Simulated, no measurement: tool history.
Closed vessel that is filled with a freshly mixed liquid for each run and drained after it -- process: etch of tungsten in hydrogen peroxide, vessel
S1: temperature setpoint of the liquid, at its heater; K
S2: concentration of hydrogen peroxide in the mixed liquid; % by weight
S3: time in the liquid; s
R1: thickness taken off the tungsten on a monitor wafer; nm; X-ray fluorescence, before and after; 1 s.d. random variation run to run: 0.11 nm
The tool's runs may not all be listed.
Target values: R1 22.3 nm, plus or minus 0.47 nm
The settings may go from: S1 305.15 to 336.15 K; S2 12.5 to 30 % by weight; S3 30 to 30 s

{"run": 1, "day": 0.0, "S1": 320.15, "S2": 23.5, "S3": 30, "R1": 40.541}
{"run": 2, "day": 0.096, "S1": 318.15, "S2": 23.5, "S3": 30, "R1": 35.533}
{"run": 3, "day": 0.483, "S1": 318.15, "S2": 23.5, "S3": 30, "R1": 35.278}
{"run": 4, "day": 0.658, "S1": 318.15, "S2": 26.5, "S3": 30, "R1": 38.072}
{"run": 5, "day": 0.933, "S1": 318.15, "S2": 24, "S3": 30, "R1": 35.977}
{"run": 6, "day": 0.988, "S1": 316.65, "S2": 24, "S3": 30, "R1": 32.406}
{"run": 7, "day": 1.167, "S1": 315.65, "S2": 24, "S3": 30, "R1": 30.371}
{"run": 8, "day": 1.425, "S1": 314.65, "S2": 24, "S3": 30, "R1": 28.45}
{"run": 9, "day": 1.496, "S1": 314.15, "S2": 24, "S3": 30, "R1": 27.743}
{"run": 10, "day": 1.667, "S1": 313.65, "S2": 24, "S3": 30, "R1": 26.688}
{"run": 11, "day": 1.704, "S1": 313.15, "S2": 24, "S3": 30, "R1": 25.94}
{"run": 12, "day": 1.983, "S1": 312.65, "S2": 24, "S3": 30, "R1": 25.038}
{"run": 13, "day": 2.208, "S1": 312.15, "S2": 24, "S3": 30, "R1": 24.273}
{"run": 14, "day": 2.329, "S1": 311.15, "S2": 24, "S3": 30, "R1": 22.812}

Pick the move, out of 5, that brings all results within their allowed miss; only one does.
{"run": "A", "day": 2.45, "S1": 313.15, "S2": 19.5, "S3": 30, "R1": "?"}
{"run": "B", "day": 2.45, "S1": 310.65, "S2": 22, "S3": 30, "R1": "?"}
{"run": "C", "day": 2.45, "S1": 312.65, "S2": 22.5, "S3": 30, "R1": "?"}
{"run": "D", "day": 2.45, "S1": 311.65, "S2": 24, "S3": 30, "R1": "?"}
{"run": "E", "day": 2.45, "S1": 310.65, "S2": 25, "S3": 30, "R1": "?"}

move=A R1=23.266
move=B R1=20.974
move=C R1=24.19
move=D R1=23.399
move=E R1=22.358
A: further off than the last run
B: carries the result that was furthest off beyond its target, to the other side
C: further off than the last run
D: further off than the last run
E: all results in spec
Move E is the one to make.
